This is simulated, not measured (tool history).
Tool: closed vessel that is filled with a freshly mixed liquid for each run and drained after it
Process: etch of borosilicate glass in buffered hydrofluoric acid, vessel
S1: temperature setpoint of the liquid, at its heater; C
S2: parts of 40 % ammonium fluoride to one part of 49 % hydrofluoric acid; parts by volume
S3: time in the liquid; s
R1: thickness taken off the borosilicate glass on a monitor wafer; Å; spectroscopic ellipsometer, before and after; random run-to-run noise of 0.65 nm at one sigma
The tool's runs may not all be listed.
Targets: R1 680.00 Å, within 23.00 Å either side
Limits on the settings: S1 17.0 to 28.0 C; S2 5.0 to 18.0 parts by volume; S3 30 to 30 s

run 1 day=0.000 | S1=20.0 S2=11.0 S3=30 | R1=288.45
run 2 day=0.317 | S1=20.0 S2=11.0 S3=30 | R1=287.02
run 3 day=0.525 | S1=23.0 S2=11.0 S3=30 | R1=337.10
run 4 day=0.908 | S1=23.0 S2=11.0 S3=30 | R1=337.49
run 5 day=1.238 | S1=23.0 S2=8.5 S3=30 | R1=423.88
run 6 day=1.454 | S1=24.5 S2=8.0 S3=30 | R1=491.62
run 7 day=1.825 | S1=25.5 S2=7.5 S3=30 | R1=556.79
run 8 day=1.929 | S1=26.0 S2=7.5 S3=30 | R1=562.68
run 9 day=1.967 | S1=26.5 S2=7.5 S3=30 | R1=583.40
run 10 day=2.275 | S1=28.0 S2=6.5 S3=30 | R1=724.77
run 11 day=2.333 | S1=27.5 S2=6.5 S3=30 | R1=712.15

Exactly one of the 5 candidate moves below puts every result within its allowed miss. Which one?
run A day=2.392 | S1=27.0 S2=6.0 S3=30 | R1=?
run B day=2.392 | S1=26.5 S2=7.0 S3=30 | R1=?
run C day=2.392 | S1=27.5 S2=7.5 S3=30 | R1=?
run D day=2.392 | S1=28.0 S2=7.5 S3=30 | R1=?
run E day=2.392 | S1=26.5 S2=6.5 S3=30 | R1=?

move=A R1=737.63
move=B R1=626.24
move=C R1=611.42
move=D R1=627.45
move=E R1=669.07
A: further off than the last run
B: the result that was furthest off in the last run now lies on the other side of its target
C: the result that was furthest off in the last run now lies on the other side of its target
D: the result that was furthest off in the last run now lies on the other side of its target
E: meets every target
The move that meets every target is E.

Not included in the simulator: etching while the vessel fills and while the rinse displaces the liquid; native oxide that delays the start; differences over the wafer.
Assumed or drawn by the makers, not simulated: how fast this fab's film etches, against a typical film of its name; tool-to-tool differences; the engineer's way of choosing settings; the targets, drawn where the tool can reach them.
